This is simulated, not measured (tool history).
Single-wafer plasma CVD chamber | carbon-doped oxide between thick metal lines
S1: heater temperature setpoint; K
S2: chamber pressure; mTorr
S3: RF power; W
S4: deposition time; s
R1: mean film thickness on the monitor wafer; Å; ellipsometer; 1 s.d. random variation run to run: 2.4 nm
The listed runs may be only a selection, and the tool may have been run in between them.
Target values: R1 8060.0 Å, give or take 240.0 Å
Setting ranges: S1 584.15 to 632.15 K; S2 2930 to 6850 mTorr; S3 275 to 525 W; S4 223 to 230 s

run    day      S1    S2   S3   S4      R1
  1  0.000  608.15  4890  400  223  9148.0
  2  0.367  609.15  4820  395  223  9004.6
  3  0.646  610.15  4760  390  223  8908.5
  4  0.679  610.15  4710  385  223  8846.6
  5  0.950  610.15  4710  385  230  9117.4
  6  1.067  610.15  4660  380  230  8998.7
  7  1.438  610.15  4610  375  230  8829.5
  8  1.742  610.15  4540  370  230  8808.7
  9  1.875  610.15  4540  370  230  8812.0

4 next moves are on the table. One of them brings every result within its allowed miss. Which?
  A  2.008  612.15  4570  345  223   ?
  B  2.008  609.15  4470  370  230   ?
  C  2.008  611.15  4210  370  230   ?
  D  2.008  610.15  5050  385  223   ?

move      R1
   A  8088.0
   B  8797.6
   C  8664.7
   D  8906.3
A: all results land within tolerance of their targets
B: about as far from the targets as the last run
C: closer than the last run, but not yet in spec
D: lands further from the targets than the last run did
Go with A: it meets all targets.
